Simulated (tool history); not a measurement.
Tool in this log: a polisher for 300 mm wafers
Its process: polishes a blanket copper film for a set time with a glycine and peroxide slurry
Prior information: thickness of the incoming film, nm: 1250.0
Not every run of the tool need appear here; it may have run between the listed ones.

run	day	flow of slurry (ml/min)	pressure of the wafer on the pad (psi)	speed of the pad under the wafer (m/s)	polishing time (s)	film removed (nm)
1	0	315	2.8	0.76	25	97.597
2	0.179	315	2.8	0.86	25	108.12
3	0.296	315	2.8	0.86	22	94.576
4	0.608	315	2.2	0.86	22	80.838
5	0.975	315	2.9	0.86	22	98.794
6	1.346	315	3.1	0.86	22	102.3
7	1.538	315	3.3	0.86	22	107.05

Expected results for the next run?
8	1.796	325	4.1	0.88	22	?

Run 8 gave film removed (nm) 126.94.
